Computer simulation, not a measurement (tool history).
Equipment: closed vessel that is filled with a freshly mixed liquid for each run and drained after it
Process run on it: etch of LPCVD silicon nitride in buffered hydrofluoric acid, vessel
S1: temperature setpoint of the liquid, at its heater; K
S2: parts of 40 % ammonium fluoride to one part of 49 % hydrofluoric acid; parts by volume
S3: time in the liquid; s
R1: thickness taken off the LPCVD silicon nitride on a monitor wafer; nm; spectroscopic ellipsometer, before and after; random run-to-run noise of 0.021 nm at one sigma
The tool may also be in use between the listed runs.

| run | hour | S1 | S2 | S3 | R1 |
|---|---|---|---|---|---|
| 1 | 0.0 | 298.15 | 11.0 | 950 | 12.2810 |
| 2 | 6.9 | 296.65 | 11.5 | 950 | 10.8030 |
| 3 | 11.8 | 295.65 | 12.0 | 950 | 9.8266 |
| 4 | 17.0 | 294.65 | 12.5 | 950 | 8.9131 |
| 5 | 23.7 | 294.65 | 12.5 | 950 | 8.9523 |
| 6 | 33.5 | 294.65 | 10.0 | 950 | 11.0560 |
| 7 | 40.1 | 293.65 | 10.5 | 950 | 10.0110 |
| 8 | 43.2 | 293.65 | 10.5 | 950 | 10.0740 |
| 9 | 51.5 | 293.15 | 11.0 | 950 | 9.2664 |
| 10 | 57.2 | 292.65 | 11.5 | 950 | 8.6730 |
| 11 | 60.6 | 292.15 | 12.0 | 950 | 8.0932 |

Estimate the outcome of run 12 from the log above:
| 12 | 62.1 | 291.65 | 12.5 | 950 | ? |

{"run 12": {"R1": 7.5732}}
